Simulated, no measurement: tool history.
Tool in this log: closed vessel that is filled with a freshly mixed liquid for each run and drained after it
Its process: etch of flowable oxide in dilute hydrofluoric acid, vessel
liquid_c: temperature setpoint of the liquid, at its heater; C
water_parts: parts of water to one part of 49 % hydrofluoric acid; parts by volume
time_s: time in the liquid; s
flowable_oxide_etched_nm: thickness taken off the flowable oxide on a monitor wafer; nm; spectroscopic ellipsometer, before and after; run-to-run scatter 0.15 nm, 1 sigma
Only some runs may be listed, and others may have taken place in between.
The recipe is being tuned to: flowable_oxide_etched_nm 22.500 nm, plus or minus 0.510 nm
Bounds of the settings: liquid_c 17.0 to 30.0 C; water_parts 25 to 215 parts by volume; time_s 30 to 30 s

Run 1, hour 0.0: liquid_c 22.0 C, water_parts 120 parts by volume, time_s 30 s. Result: flowable_oxide_etched_nm 10.345 nm.
Run 2, hour 4.4: liquid_c 22.0 C, water_parts 120 parts by volume, time_s 30 s. Result: flowable_oxide_etched_nm 10.157 nm.
Run 3, hour 7.5: liquid_c 22.0 C, water_parts 120 parts by volume, time_s 30 s. Result: flowable_oxide_etched_nm 10.313 nm.
Run 4, hour 14.7: liquid_c 23.0 C, water_parts 110 parts by volume, time_s 30 s. Result: flowable_oxide_etched_nm 11.774 nm.
Run 5, hour 21.0: liquid_c 24.0 C, water_parts 105 parts by volume, time_s 30 s. Result: flowable_oxide_etched_nm 12.861 nm.
Run 6, hour 26.4: liquid_c 21.5 C, water_parts 105 parts by volume, time_s 30 s. Result: flowable_oxide_etched_nm 11.632 nm.
Run 7, hour 28.6: liquid_c 22.5 C, water_parts 100 parts by volume, time_s 30 s. Result: flowable_oxide_etched_nm 12.849 nm.
Run 8, hour 30.0: liquid_c 23.5 C, water_parts 95 parts by volume, time_s 30 s. Result: flowable_oxide_etched_nm 14.253 nm.
Run 9, hour 39.1: liquid_c 24.5 C, water_parts 90 parts by volume, time_s 30 s. Result: flowable_oxide_etched_nm 15.737 nm.

5 candidate next runs follow, results not yet known. Just one meets every target within its allowed miss. Identify it.
Run A, hour 48.2: liquid_c 21.0 C, water_parts 60 parts by volume, time_s 30 s. Result: flowable_oxide_etched_nm ?.
Run B, hour 48.2: liquid_c 27.0 C, water_parts 75 parts by volume, time_s 30 s. Result: flowable_oxide_etched_nm ?.
Run C, hour 48.2: liquid_c 29.0 C, water_parts 80 parts by volume, time_s 30 s. Result: flowable_oxide_etched_nm ?.
Run D, hour 48.2: liquid_c 24.5 C, water_parts 65 parts by volume, time_s 30 s. Result: flowable_oxide_etched_nm ?.
Run E, hour 48.2: liquid_c 23.5 C, water_parts 65 parts by volume, time_s 30 s. Result: flowable_oxide_etched_nm ?.

move  flowable_oxide_etched_nm
   A                    21.066
   B                    21.087
   C                    21.221
   D                    22.318
   E                    21.429
A: moves toward the targets from the last run without getting all of them in spec
B: moves toward the targets from the last run without getting all of them in spec
C: moves toward the targets from the last run without getting all of them in spec
D: all results land within tolerance of their targets
E: moves toward the targets from the last run without getting all of them in spec
D is the move that brings every result within its allowed miss.
